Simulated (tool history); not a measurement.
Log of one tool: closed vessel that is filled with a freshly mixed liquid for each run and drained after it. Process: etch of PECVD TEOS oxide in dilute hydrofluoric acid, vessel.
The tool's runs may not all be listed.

run  hour  temperature setpoint of the liquid (°C)  parts of water to one part of 49 % hydrofluoric acid (parts by volume)  time in the liquid (s)  thickness taken off the PECVD TEOS oxide on a monitor wafer (angstrom)
  1   0.0                                     24.0                                                                      80                     135                                                                 123.870
  2   2.4                                     25.5                                                                      75                     135                                                                 140.560
  3  11.1                                     25.5                                                                      75                     145                                                                 151.410
  4  12.0                                     25.5                                                                      90                     145                                                                 123.090
  5  16.1                                     25.5                                                                     115                     145                                                                  93.425
  6  20.7                                     25.5                                                                     115                     145                                                                  91.816
  7  26.9                                     27.0                                                                     105                     145                                                                 110.870
  8  29.8                                     27.0                                                                     105                     145                                                                 110.650

Forecast run 9:
  9  37.1                                     27.0                                                                     105                     145                                                                       ?

Run 9 gave thickness taken off the PECVD TEOS oxide on a monitor wafer (angstrom) 110.960.
